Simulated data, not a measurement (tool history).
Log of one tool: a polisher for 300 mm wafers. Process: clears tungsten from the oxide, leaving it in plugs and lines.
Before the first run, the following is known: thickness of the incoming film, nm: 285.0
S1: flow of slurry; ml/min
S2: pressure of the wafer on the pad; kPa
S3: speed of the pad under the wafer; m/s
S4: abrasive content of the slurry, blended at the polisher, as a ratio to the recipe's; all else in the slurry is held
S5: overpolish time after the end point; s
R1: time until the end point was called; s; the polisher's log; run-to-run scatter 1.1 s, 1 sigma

Run 1, hour 0.0: S1 210 ml/min, S2 15.9 kPa, S3 1.18 m/s, S4 1.00, S5 22 s. Result: R1 101.190 s.
Run 2, hour 2.8: S1 165 ml/min, S2 15.9 kPa, S3 1.18 m/s, S4 1.00, S5 22 s. Result: R1 102.290 s.
Run 3, hour 5.0: S1 210 ml/min, S2 15.9 kPa, S3 1.18 m/s, S4 1.00, S5 22 s. Result: R1 100.850 s.
Run 4, hour 6.5: S1 210 ml/min, S2 15.9 kPa, S3 1.18 m/s, S4 0.85, S5 22 s. Result: R1 106.620 s.
Run 5, hour 10.1: S1 210 ml/min, S2 16.5 kPa, S3 1.18 m/s, S4 0.85, S5 22 s. Result: R1 104.590 s.
Run 6, hour 13.3: S1 210 ml/min, S2 16.5 kPa, S3 1.18 m/s, S4 0.85, S5 23 s. Result: R1 102.130 s.
Run 7, hour 16.1: S1 210 ml/min, S2 17.2 kPa, S3 1.18 m/s, S4 0.85, S5 23 s. Result: R1 100.130 s.
Run 8, hour 21.9: S1 210 ml/min, S2 17.2 kPa, S3 1.18 m/s, S4 0.85, S5 23 s. Result: R1 98.333 s.
Run 9, hour 24.2: S1 210 ml/min, S2 17.9 kPa, S3 1.18 m/s, S4 0.85, S5 23 s. Result: R1 95.944 s.
Run 10, hour 29.0: S1 210 ml/min, S2 18.6 kPa, S3 1.18 m/s, S4 0.85, S5 23 s. Result: R1 92.137 s.
Run 11, hour 34.4: S1 210 ml/min, S2 19.3 kPa, S3 1.18 m/s, S4 0.85, S5 23 s. Result: R1 91.017 s.

What will run 12 give?
Run 12, hour 37.3: S1 210 ml/min, S2 20.0 kPa, S3 1.18 m/s, S4 0.85, S5 23 s. Result: R1 ?.

R1: 89.169 s

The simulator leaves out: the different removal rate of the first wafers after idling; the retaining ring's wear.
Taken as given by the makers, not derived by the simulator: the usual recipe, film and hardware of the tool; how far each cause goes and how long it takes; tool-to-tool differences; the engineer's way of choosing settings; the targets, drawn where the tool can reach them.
